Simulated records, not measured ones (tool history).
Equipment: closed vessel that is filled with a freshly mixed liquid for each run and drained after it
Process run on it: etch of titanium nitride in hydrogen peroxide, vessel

| run | day | temperature setpoint of the liquid (C) | concentration of hydrogen peroxide in the mixed liquid (% by weight) | time in the liquid (s) | thickness taken off the titanium nitride on a monitor wafer (nm) |
|---|---|---|---|---|---|
| 1 | 0.000 | 56.0 | 16 | 30 | 2.1727 |
| 2 | 0.146 | 53.5 | 16 | 30 | 1.8391 |
| 3 | 0.458 | 53.5 | 16 | 30 | 1.8277 |
| 4 | 0.538 | 53.5 | 13 | 30 | 1.7428 |
| 5 | 0.829 | 51.5 | 13 | 30 | 1.5160 |
| 6 | 1.183 | 50.0 | 13 | 30 | 1.3716 |
| 7 | 1.242 | 49.0 | 13 | 30 | 1.2595 |
| 8 | 1.488 | 48.5 | 13 | 30 | 1.2213 |
| 9 | 1.579 | 48.0 | 13 | 30 | 1.1842 |

Run 10 has not been measured yet. What should we expect?
| 10 | 1.679 | 47.5 | 13 | 30 | ? |

thickness taken off the titanium nitride on a monitor wafer (nm): 1.1310

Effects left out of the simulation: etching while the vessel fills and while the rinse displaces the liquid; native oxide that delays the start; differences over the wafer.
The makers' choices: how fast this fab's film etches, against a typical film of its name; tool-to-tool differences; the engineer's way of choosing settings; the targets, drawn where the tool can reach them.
